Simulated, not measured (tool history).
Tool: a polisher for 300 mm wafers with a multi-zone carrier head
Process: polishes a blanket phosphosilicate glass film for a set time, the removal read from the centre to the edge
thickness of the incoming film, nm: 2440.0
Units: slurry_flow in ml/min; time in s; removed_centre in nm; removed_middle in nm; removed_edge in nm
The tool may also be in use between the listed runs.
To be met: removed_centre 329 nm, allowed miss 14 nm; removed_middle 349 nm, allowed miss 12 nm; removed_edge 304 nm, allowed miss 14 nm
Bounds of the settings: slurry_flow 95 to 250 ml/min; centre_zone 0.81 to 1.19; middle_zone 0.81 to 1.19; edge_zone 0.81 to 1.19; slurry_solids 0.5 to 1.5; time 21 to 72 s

Run 1, day 0: slurry_flow 160 ml/min, centre_zone 1, middle_zone 1, edge_zone 1, slurry_solids 1, time 46 s. Result: removed_centre 462.71 nm, removed_middle 468.06 nm, removed_edge 471.76 nm.
Run 2, day 0.212: slurry_flow 160 ml/min, centre_zone 1, middle_zone 1.01, edge_zone 0.98, slurry_solids 0.95, time 45 s. Result: removed_centre 444.1 nm, removed_middle 454.42 nm, removed_edge 451.94 nm.
Run 3, day 0.346: slurry_flow 160 ml/min, centre_zone 1, middle_zone 1.01, edge_zone 0.98, slurry_solids 1.15, time 45 s. Result: removed_centre 463.09 nm, removed_middle 481.57 nm, removed_edge 474.06 nm.
Run 4, day 0.679: slurry_flow 160 ml/min, centre_zone 1, middle_zone 1.02, edge_zone 0.96, slurry_solids 1.05, time 44 s. Result: removed_centre 435.41 nm, removed_middle 460.69 nm, removed_edge 464.65 nm.
Run 5, day 0.875: slurry_flow 160 ml/min, centre_zone 1, middle_zone 1.05, edge_zone 0.96, slurry_solids 1.05, time 44 s. Result: removed_centre 444.09 nm, removed_middle 472.63 nm, removed_edge 448.88 nm.
Run 6, day 1.062: slurry_flow 160 ml/min, centre_zone 1.01, middle_zone 1.06, edge_zone 0.96, slurry_solids 1, time 43 s. Result: removed_centre 433.29 nm, removed_middle 455.78 nm, removed_edge 441.83 nm.
At day 1.429: slurry nozzle cleaned.
Run 7, day 1.429: slurry_flow 165 ml/min, centre_zone 1.02, middle_zone 1.08, edge_zone 0.94, slurry_solids 0.95, time 41 s. Result: removed_centre 435.51 nm, removed_middle 468.01 nm, removed_edge 428.22 nm.
Run 8, day 1.467: slurry_flow 165 ml/min, centre_zone 1.02, middle_zone 1.08, edge_zone 0.93, slurry_solids 0.9, time 39 s. Result: removed_centre 415.56 nm, removed_middle 435.1 nm, removed_edge 402.48 nm.
Run 9, day 1.529: slurry_flow 165 ml/min, centre_zone 1.02, middle_zone 1.09, edge_zone 0.92, slurry_solids 0.85, time 38 s. Result: removed_centre 398.01 nm, removed_middle 412.52 nm, removed_edge 379.63 nm.
Run 10, day 1.554: slurry_flow 140 ml/min, centre_zone 0.98, middle_zone 1.13, edge_zone 0.82, slurry_solids 0.6, time 37 s. Result: removed_centre 313.98 nm, removed_middle 361.04 nm, removed_edge 309.86 nm.

4 next moves are on the table. One of them brings every result within its allowed miss. Which?
Run A, day 1.579: slurry_flow 130 ml/min, centre_zone 0.88, middle_zone 1.17, edge_zone 0.85, slurry_solids 0.8, time 34 s. Result: removed_centre ?, removed_middle ?, removed_edge ?.
Run B, day 1.579: slurry_flow 140 ml/min, centre_zone 0.86, middle_zone 1.06, edge_zone 0.88, slurry_solids 0.7, time 35 s. Result: removed_centre ?, removed_middle ?, removed_edge ?.
Run C, day 1.579: slurry_flow 190 ml/min, centre_zone 1.05, middle_zone 1.16, edge_zone 0.81, slurry_solids 0.55, time 36 s. Result: removed_centre ?, removed_middle ?, removed_edge ?.
Run D, day 1.579: slurry_flow 120 ml/min, centre_zone 1.07, middle_zone 1.12, edge_zone 0.81, slurry_solids 0.65, time 36 s. Result: removed_centre ?, removed_middle ?, removed_edge ?.

move  removed_centre  removed_middle  removed_edge
   A          289.37          370.44        323.07
   B          286.11          341.42        326.08
   C          336.14          372.03        315.89
   D          321.94           345.5        311.08
A: further off than the last run
B: further off than the last run
C: brings the result that was furthest off to its target, and leaves another outside
D: meets every target
Move D is the one to make.
